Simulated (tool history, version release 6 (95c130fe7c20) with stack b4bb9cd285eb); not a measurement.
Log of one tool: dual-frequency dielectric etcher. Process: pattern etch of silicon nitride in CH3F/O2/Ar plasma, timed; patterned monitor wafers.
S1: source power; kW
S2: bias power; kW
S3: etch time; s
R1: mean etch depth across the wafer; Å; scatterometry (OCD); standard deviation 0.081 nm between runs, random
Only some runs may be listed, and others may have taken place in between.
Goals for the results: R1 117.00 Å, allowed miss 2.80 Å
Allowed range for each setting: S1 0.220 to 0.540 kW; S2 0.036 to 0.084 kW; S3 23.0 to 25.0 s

run  hour     S1     S2    S3      R1
  1   0.0  0.380  0.060  25.0  153.83
  2   6.8  0.360  0.057  25.0  147.22
  3  12.0  0.340  0.055  25.0  137.31
  4  14.2  0.340  0.060  25.0  144.18
  5  23.1  0.340  0.052  25.0  136.67
  6  29.8  0.380  0.052  25.0  145.20
  7  37.7  0.360  0.052  25.0  142.04
  8  39.7  0.340  0.052  25.0  136.00
  9  45.9  0.330  0.052  25.0  133.10
 10  47.7  0.320  0.052  25.0  131.65
 11  52.5  0.310  0.052  25.0  126.87
 12  55.1  0.300  0.052  25.0  125.48

Exercise: of the 5 proposed moves below, exactly one satisfies all targets within the stated allowed misses. Which move is it?
  A  57.7  0.320  0.047  23.0   ?
  B  57.7  0.290  0.053  25.0   ?
  C  57.7  0.290  0.062  24.5   ?
  D  57.7  0.260  0.054  25.0   ?
  E  57.7  0.290  0.050  23.5   ?

move      R1
   A  116.45
   B  123.01
   C  127.73
   D  113.55
   E  113.21
A: meets every target
B: better than the last run, though not everything is in spec
C: the biggest miss grows against the last run
D: takes the biggest miss from the last run beyond its target
E: takes the biggest miss from the last run beyond its target
Correct choice: A, which meets every target
